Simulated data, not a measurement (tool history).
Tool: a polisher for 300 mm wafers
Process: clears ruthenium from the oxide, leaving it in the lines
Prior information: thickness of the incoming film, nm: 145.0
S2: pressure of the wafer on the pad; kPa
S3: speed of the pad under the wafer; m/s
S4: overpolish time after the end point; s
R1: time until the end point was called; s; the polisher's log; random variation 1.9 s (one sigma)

{"run": 1, "hour": 0.0, "flow of slurry (ml/min)": 290, "S2": 9.7, "S3": 1.12, "S4": 9, "R1": 203.58}
{"run": 2, "hour": 2.2, "flow of slurry (ml/min)": 290, "S2": 8.3, "S3": 1.12, "S4": 9, "R1": 233.58}
{"run": 3, "hour": 9.5, "flow of slurry (ml/min)": 290, "S2": 8.3, "S3": 0.96, "S4": 9, "R1": 279.38}
{"run": 4, "hour": 14.7, "flow of slurry (ml/min)": 290, "S2": 9.7, "S3": 1.04, "S4": 9, "R1": 223.14}
{"run": 5, "hour": 22.7, "flow of slurry (ml/min)": 290, "S2": 10.3, "S3": 1.1, "S4": 9, "R1": 190.25}
{"run": 6, "hour": 26.1, "flow of slurry (ml/min)": 290, "S2": 10.3, "S3": 1.1, "S4": 9, "R1": 187.32}
{"run": 7, "hour": 32.2, "flow of slurry (ml/min)": 290, "S2": 11.0, "S3": 1.12, "S4": 9, "R1": 177.44}
{"run": 8, "hour": 38.9, "flow of slurry (ml/min)": 290, "S2": 11.7, "S3": 1.16, "S4": 9, "R1": 161.93}

The next listed run, before its measurement:
{"run": 9, "hour": 45.0, "flow of slurry (ml/min)": 290, "S2": 12.4, "S3": 1.2, "S4": 9, "R1": "?"}

{"run 9": {"R1": 148.58}}

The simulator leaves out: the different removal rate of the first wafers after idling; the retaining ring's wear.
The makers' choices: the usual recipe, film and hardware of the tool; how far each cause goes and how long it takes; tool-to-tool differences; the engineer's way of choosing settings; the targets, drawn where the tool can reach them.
